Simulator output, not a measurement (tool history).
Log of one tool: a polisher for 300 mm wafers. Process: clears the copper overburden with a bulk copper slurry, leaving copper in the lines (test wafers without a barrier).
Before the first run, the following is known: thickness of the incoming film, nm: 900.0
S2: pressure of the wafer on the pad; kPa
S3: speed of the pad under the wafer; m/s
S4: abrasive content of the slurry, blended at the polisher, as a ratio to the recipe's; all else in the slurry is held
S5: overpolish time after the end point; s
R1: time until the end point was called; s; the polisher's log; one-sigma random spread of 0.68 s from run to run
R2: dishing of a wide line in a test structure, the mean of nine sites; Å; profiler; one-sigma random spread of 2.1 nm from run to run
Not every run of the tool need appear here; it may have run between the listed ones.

{"run": 1, "day": 0.0, "flow of slurry (ml/min)": 170, "S2": 17.2, "S3": 1.32, "S4": 1, "S5": 24, "R1": 75.82, "R2": 1044.9}
{"run": 2, "day": 0.208, "flow of slurry (ml/min)": 170, "S2": 20.7, "S3": 1.32, "S4": 1, "S5": 24, "R1": 67.025, "R2": 1129}
{"run": 3, "day": 0.254, "flow of slurry (ml/min)": 170, "S2": 22.1, "S3": 1.34, "S4": 1, "S5": 23, "R1": 62.892, "R2": 1141.2}
{"run": 4, "day": 0.562, "flow of slurry (ml/min)": 170, "S2": 22.8, "S3": 1.36, "S4": 1, "S5": 23, "R1": 57.735, "R2": 1170.1}
{"run": 5, "day": 0.725, "flow of slurry (ml/min)": 170, "S2": 22.8, "S3": 1.36, "S4": 1, "S5": 17, "R1": 59.099, "R2": 1008.5}
{"run": 6, "day": 0.8, "flow of slurry (ml/min)": 170, "S2": 18.6, "S3": 1.36, "S4": 1, "S5": 17, "R1": 70.206, "R2": 941.32}

For run 7, what comes out?
{"run": 7, "day": 1.083, "flow of slurry (ml/min)": 170, "S2": 20, "S3": 1.36, "S4": 1, "S5": 18, "R1": "?", "R2": "?"}

R1: 65.105 s
R2: 990.28 Å

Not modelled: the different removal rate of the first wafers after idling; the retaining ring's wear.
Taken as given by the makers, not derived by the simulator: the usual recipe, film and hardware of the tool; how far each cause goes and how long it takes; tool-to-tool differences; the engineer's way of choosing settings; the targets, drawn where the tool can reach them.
